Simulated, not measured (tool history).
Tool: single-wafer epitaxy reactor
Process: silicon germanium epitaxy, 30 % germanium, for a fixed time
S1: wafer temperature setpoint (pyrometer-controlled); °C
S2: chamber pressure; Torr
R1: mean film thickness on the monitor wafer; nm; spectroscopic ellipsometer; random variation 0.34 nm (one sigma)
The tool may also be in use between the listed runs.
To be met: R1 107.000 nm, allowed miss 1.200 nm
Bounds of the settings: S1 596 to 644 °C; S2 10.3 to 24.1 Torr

| run | hour | S1 | S2 | R1 |
|---|---|---|---|---|
| 1 | 0.0 | 620 | 17.2 | 78.764 |
| 2 | 8.5 | 626 | 17.2 | 88.674 |
| 3 | 14.4 | 626 | 18.8 | 92.212 |
| 4 | 17.1 | 629 | 18.8 | 98.179 |
| 5 | 20.8 | 630 | 18.8 | 99.414 |
| 6 | 22.3 | 631 | 18.8 | 102.080 |
| 7 | 27.5 | 632 | 18.8 | 103.350 |
| 8 | 31.0 | 633 | 18.8 | 105.600 |

Which of these 5 next moves meets every target?
| A | 34.5 | 631 | 19.3 | ? |
| B | 34.5 | 634 | 19.3 | ? |
| C | 34.5 | 629 | 22.0 | ? |
| D | 34.5 | 631 | 19.5 | ? |
| E | 34.5 | 630 | 22.2 | ? |

| move | R1 |
|---|---|
| A | 103.210 |
| B | 109.350 |
| C | 104.850 |
| D | 103.650 |
| E | 107.310 |
A: further off than the last run
B: takes the result that was furthest off past its target
C: further off than the last run
D: further off than the last run
E: meets every target
Answer: E
